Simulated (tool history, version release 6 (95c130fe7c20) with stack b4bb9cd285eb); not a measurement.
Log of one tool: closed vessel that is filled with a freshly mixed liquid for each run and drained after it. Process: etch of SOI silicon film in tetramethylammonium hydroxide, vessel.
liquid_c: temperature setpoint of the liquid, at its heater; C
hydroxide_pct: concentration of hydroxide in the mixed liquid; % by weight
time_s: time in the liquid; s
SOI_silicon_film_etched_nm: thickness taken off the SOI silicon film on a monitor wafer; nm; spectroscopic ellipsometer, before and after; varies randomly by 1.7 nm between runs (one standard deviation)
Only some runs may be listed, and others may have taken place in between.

{"run": 1, "day": 0.0, "liquid_c": 74, "hydroxide_pct": 12.5, "time_s": 90, "SOI_silicon_film_etched_nm": 705.11}
{"run": 2, "day": 0.371, "liquid_c": 71, "hydroxide_pct": 12.5, "time_s": 90, "SOI_silicon_film_etched_nm": 594.75}
{"run": 3, "day": 0.533, "liquid_c": 69, "hydroxide_pct": 12.5, "time_s": 90, "SOI_silicon_film_etched_nm": 524.55}
{"run": 4, "day": 0.75, "liquid_c": 67.5, "hydroxide_pct": 12.5, "time_s": 90, "SOI_silicon_film_etched_nm": 481.6}
{"run": 5, "day": 0.996, "liquid_c": 67.5, "hydroxide_pct": 12.5, "time_s": 95, "SOI_silicon_film_etched_nm": 510.69}
{"run": 6, "day": 1.317, "liquid_c": 67.5, "hydroxide_pct": 10.5, "time_s": 95, "SOI_silicon_film_etched_nm": 544.15}
{"run": 7, "day": 1.671, "liquid_c": 66, "hydroxide_pct": 10.5, "time_s": 95, "SOI_silicon_film_etched_nm": 499.63}
{"run": 8, "day": 2.025, "liquid_c": 65, "hydroxide_pct": 10.5, "time_s": 95, "SOI_silicon_film_etched_nm": 467.65}
{"run": 9, "day": 2.296, "liquid_c": 64, "hydroxide_pct": 10.5, "time_s": 95, "SOI_silicon_film_etched_nm": 439.29}

Run 10 has not been measured yet. What should we expect?
{"run": 10, "day": 2.371, "liquid_c": 63.5, "hydroxide_pct": 10.5, "time_s": 95, "SOI_silicon_film_etched_nm": "?"}

{"run 10": {"SOI_silicon_film_etched_nm": 430.17}}

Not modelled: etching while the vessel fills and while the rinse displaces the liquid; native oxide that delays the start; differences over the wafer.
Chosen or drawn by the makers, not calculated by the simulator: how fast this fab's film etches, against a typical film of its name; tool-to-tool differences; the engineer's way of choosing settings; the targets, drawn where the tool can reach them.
